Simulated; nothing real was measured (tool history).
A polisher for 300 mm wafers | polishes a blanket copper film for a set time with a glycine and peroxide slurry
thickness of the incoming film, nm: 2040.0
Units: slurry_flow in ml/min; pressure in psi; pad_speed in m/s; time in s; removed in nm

Run 1, day 0.000: slurry_flow 120 ml/min, pressure 2.4 psi, pad_speed 1.28 m/s, time 58 s. Result: removed 292.94 nm.
Run 2, day 0.233: slurry_flow 125 ml/min, pressure 2.6 psi, pad_speed 1.28 m/s, time 58 s. Result: removed 316.54 nm.
Run 3, day 0.308: slurry_flow 125 ml/min, pressure 2.6 psi, pad_speed 1.28 m/s, time 61 s. Result: removed 330.24 nm.
Run 4, day 0.483: slurry_flow 145 ml/min, pressure 2.6 psi, pad_speed 1.28 m/s, time 61 s. Result: removed 338.82 nm.
Run 5, day 0.700: slurry_flow 145 ml/min, pressure 2.8 psi, pad_speed 1.28 m/s, time 61 s. Result: removed 361.34 nm.
Run 6, day 0.817: slurry_flow 145 ml/min, pressure 2.9 psi, pad_speed 1.30 m/s, time 61 s. Result: removed 379.03 nm.
Run 7, day 1.142: slurry_flow 145 ml/min, pressure 3.0 psi, pad_speed 1.30 m/s, time 61 s. Result: removed 385.47 nm.
Run 8, day 1.412: slurry_flow 145 ml/min, pressure 3.1 psi, pad_speed 1.32 m/s, time 61 s. Result: removed 402.43 nm.
Run 9, day 1.488: slurry_flow 145 ml/min, pressure 3.2 psi, pad_speed 1.34 m/s, time 61 s. Result: removed 412.33 nm.
At day 1.608: worn pad replaced by a new one.
Run 10, day 1.608: slurry_flow 150 ml/min, pressure 3.3 psi, pad_speed 1.36 m/s, time 61 s. Result: removed 481.56 nm.
Run 11, day 1.925: slurry_flow 155 ml/min, pressure 3.3 psi, pad_speed 1.36 m/s, time 61 s. Result: removed 475.55 nm.
Run 12, day 1.983: slurry_flow 160 ml/min, pressure 3.3 psi, pad_speed 1.36 m/s, time 61 s. Result: removed 478.67 nm.

Forecast run 13:
Run 13, day 2.192: slurry_flow 165 ml/min, pressure 3.3 psi, pad_speed 1.36 m/s, time 61 s. Result: removed ?.

Run 13 gave removed 479.59 nm.
